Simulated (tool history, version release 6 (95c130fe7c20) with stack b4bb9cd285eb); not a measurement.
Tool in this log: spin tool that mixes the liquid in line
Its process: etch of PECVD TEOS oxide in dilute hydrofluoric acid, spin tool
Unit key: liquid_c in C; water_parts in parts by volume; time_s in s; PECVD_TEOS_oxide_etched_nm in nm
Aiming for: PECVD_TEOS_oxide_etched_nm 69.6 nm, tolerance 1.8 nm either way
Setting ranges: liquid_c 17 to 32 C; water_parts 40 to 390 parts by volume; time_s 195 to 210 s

Run 1, hour 0: liquid_c 24 C, water_parts 215 parts by volume, time_s 195 s. Result: PECVD_TEOS_oxide_etched_nm 21.463 nm.
Run 2, hour 7.7: liquid_c 24 C, water_parts 215 parts by volume, time_s 210 s. Result: PECVD_TEOS_oxide_etched_nm 23.285 nm.
Run 3, hour 11.6: liquid_c 26.5 C, water_parts 170 parts by volume, time_s 210 s. Result: PECVD_TEOS_oxide_etched_nm 33.799 nm.
Run 4, hour 19.1: liquid_c 25 C, water_parts 170 parts by volume, time_s 210 s. Result: PECVD_TEOS_oxide_etched_nm 32.166 nm.
Run 5, hour 22.1: liquid_c 21.5 C, water_parts 170 parts by volume, time_s 210 s. Result: PECVD_TEOS_oxide_etched_nm 27.869 nm.
Run 6, hour 22.8: liquid_c 21.5 C, water_parts 110 parts by volume, time_s 210 s. Result: PECVD_TEOS_oxide_etched_nm 46.335 nm.
Run 7, hour 26.3: liquid_c 24.5 C, water_parts 105 parts by volume, time_s 210 s. Result: PECVD_TEOS_oxide_etched_nm 55.027 nm.
Run 8, hour 29: liquid_c 26 C, water_parts 105 parts by volume, time_s 210 s. Result: PECVD_TEOS_oxide_etched_nm 58.331 nm.
Run 9, hour 30.5: liquid_c 27 C, water_parts 105 parts by volume, time_s 210 s. Result: PECVD_TEOS_oxide_etched_nm 60.665 nm.
Run 10, hour 33.7: liquid_c 28 C, water_parts 105 parts by volume, time_s 210 s. Result: PECVD_TEOS_oxide_etched_nm 63.601 nm.
Run 11, hour 36.5: liquid_c 28.5 C, water_parts 105 parts by volume, time_s 210 s. Result: PECVD_TEOS_oxide_etched_nm 64.88 nm.
Run 12, hour 42: liquid_c 28.5 C, water_parts 105 parts by volume, time_s 210 s. Result: PECVD_TEOS_oxide_etched_nm 64.514 nm.
Run 13, hour 48: liquid_c 29 C, water_parts 105 parts by volume, time_s 210 s. Result: PECVD_TEOS_oxide_etched_nm 64.927 nm.
Run 14, hour 49: liquid_c 29.5 C, water_parts 105 parts by volume, time_s 210 s. Result: PECVD_TEOS_oxide_etched_nm 66.755 nm.

4 next moves are on the table. One of them brings every result within its allowed miss. Which?
Run A, hour 50: liquid_c 31.5 C, water_parts 120 parts by volume, time_s 210 s. Result: PECVD_TEOS_oxide_etched_nm ?.
Run B, hour 50: liquid_c 26 C, water_parts 95 parts by volume, time_s 210 s. Result: PECVD_TEOS_oxide_etched_nm ?.
Run C, hour 50: liquid_c 32 C, water_parts 110 parts by volume, time_s 210 s. Result: PECVD_TEOS_oxide_etched_nm ?.
Run D, hour 50: liquid_c 30 C, water_parts 110 parts by volume, time_s 210 s. Result: PECVD_TEOS_oxide_etched_nm ?.

move  PECVD_TEOS_oxide_etched_nm
   A                      62.795
   B                      66.695
   C                      70.771
   D                      65.747
A: lands further from the targets than the last run did
B: roughly where the last run was
C: all results in spec
D: lands further from the targets than the last run did
C is the move that brings every result within its allowed miss.
